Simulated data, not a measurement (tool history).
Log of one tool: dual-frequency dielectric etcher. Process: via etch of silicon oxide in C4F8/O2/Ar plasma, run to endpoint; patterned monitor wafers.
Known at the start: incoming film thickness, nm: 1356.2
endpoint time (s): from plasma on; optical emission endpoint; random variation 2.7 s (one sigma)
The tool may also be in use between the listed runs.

Run 1, hour 0: source power (kW) 1.76, bias power (kW) 2.602. Result: endpoint time (s) 252.51.
Run 2, hour 5.9: source power (kW) 1.67, bias power (kW) 2.518. Result: endpoint time (s) 259.43.
Run 3, hour 14.9: source power (kW) 1.59, bias power (kW) 2.437. Result: endpoint time (s) 266.94.
Run 4, hour 22.2: source power (kW) 1.59, bias power (kW) 2.776. Result: endpoint time (s) 255.51.
Run 5, hour 30.5: source power (kW) 1.73, bias power (kW) 2.776. Result: endpoint time (s) 246.79.
Run 6, hour 37.6: source power (kW) 1.85, bias power (kW) 2.776. Result: endpoint time (s) 246.42.

The next listed run, before its measurement:
Run 7, hour 40.5: source power (kW) 1.75, bias power (kW) 2.595. Result: endpoint time (s) ?.

Run 7 gave endpoint time (s) 254.08.
